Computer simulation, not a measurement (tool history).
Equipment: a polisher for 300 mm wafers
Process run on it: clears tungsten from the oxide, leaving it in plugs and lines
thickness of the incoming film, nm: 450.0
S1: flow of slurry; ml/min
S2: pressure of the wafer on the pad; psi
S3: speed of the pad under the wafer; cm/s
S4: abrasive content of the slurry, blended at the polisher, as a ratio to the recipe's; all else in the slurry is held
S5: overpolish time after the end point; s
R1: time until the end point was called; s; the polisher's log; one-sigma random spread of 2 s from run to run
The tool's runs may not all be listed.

run    day   S1   S2   S3   S4  S5       R1
  1  0.000  285  3.8  138  1.0  42   55.161
  2  0.171  355  3.8  138  1.0  42   54.712
  3  0.438  400  3.8  138  1.0  42   56.213
  4  0.579  400  3.2  120  1.0  42   74.869
  5  0.942  400  3.2   88  1.0  42  102.140
  6  1.067  400  2.8   86  1.0  42  117.150
  7  1.429  400  2.6   86  1.0  42  130.260

Run 8 has not been measured yet. What should we expect?
  8  1.658  400  2.6  86  1.0  42   ?

Run 8 measured R1 128.900 s.

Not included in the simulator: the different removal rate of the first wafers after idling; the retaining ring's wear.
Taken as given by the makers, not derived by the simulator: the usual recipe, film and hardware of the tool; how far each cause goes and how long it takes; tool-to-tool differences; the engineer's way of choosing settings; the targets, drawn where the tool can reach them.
